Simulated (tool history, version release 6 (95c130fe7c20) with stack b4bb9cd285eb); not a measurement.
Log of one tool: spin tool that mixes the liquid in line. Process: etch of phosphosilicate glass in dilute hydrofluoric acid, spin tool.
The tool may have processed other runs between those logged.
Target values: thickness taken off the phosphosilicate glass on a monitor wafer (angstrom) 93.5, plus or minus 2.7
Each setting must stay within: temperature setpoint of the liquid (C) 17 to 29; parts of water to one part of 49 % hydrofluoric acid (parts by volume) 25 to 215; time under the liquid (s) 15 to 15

run	hour	temperature setpoint of the liquid (C)	parts of water to one part of 49 % hydrofluoric acid (parts by volume)	time under the liquid (s)	thickness taken off the phosphosilicate glass on a monitor wafer (angstrom)
1	0	21	120	15	59.24
2	2.8	21	120	15	59.73
3	11	21	120	15	59.367
4	20	21	85	15	87.16
5	23.7	21	85	15	87.587
6	25.2	21	85	15	85.973
7	29.8	21.5	85	15	89.046
8	38.1	22	85	15	90.103

Exercise: of the 4 proposed moves below, exactly one satisfies all targets within the stated allowed misses. Which move is it?
A	46.4	18	75	15	?
B	46.4	22.5	85	15	?
C	46.4	21.5	85	15	?
D	46.4	24	95	15	?

move	thickness taken off the phosphosilicate glass on a monitor wafer (angstrom)
A	87.108
B	91.808
C	88.1
D	86.276
A: further off than the last run
B: each result inside its tolerance
C: further off than the last run
D: further off than the last run
Answer: B
